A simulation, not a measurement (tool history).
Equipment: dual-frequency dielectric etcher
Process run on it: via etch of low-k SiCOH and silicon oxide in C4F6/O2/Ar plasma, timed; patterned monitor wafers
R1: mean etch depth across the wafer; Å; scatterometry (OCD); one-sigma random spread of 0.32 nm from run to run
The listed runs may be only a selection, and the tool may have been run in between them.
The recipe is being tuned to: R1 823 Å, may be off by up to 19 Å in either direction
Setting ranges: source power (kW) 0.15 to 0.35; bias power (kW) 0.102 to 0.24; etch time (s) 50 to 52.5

{"run": 1, "hour": 0.0, "source power (kW)": 0.25, "bias power (kW)": 0.171, "etch time (s)": 50, "R1": 934.48}
{"run": 2, "hour": 8.1, "source power (kW)": 0.24, "bias power (kW)": 0.169, "etch time (s)": 50, "R1": 906.28}
{"run": 3, "hour": 9.1, "source power (kW)": 0.24, "bias power (kW)": 0.143, "etch time (s)": 50, "R1": 845.74}
{"run": 4, "hour": 9.8, "source power (kW)": 0.26, "bias power (kW)": 0.143, "etch time (s)": 50, "R1": 888.58}
{"hour": 13.1, "done": "bias power generator calibrated"}
{"run": 5, "hour": 13.1, "source power (kW)": 0.26, "bias power (kW)": 0.159, "etch time (s)": 50, "R1": 911.3}
{"run": 6, "hour": 19.3, "source power (kW)": 0.25, "bias power (kW)": 0.157, "etch time (s)": 50, "R1": 887.79}
{"run": 7, "hour": 26.9, "source power (kW)": 0.24, "bias power (kW)": 0.156, "etch time (s)": 50, "R1": 867.5}
{"run": 8, "hour": 34.8, "source power (kW)": 0.23, "bias power (kW)": 0.155, "etch time (s)": 50, "R1": 850.05}

4 next moves are on the table. One of them brings every result within its allowed miss. Which?
{"run": "A", "hour": 42.7, "source power (kW)": 0.24, "bias power (kW)": 0.164, "etch time (s)": 50, "R1": "?"}
{"run": "B", "hour": 42.7, "source power (kW)": 0.25, "bias power (kW)": 0.151, "etch time (s)": 50.5, "R1": "?"}
{"run": "C", "hour": 42.7, "source power (kW)": 0.24, "bias power (kW)": 0.152, "etch time (s)": 51, "R1": "?"}
{"run": "D", "hour": 42.7, "source power (kW)": 0.2, "bias power (kW)": 0.15, "etch time (s)": 52.5, "R1": "?"}

move=A R1=886.76
move=B R1=887.44
move=C R1=879.25
move=D R1=814.65
A: its largest miss is bigger than the last run's
B: its largest miss is bigger than the last run's
C: its largest miss is bigger than the last run's
D: every result within its allowed miss
Answer: D
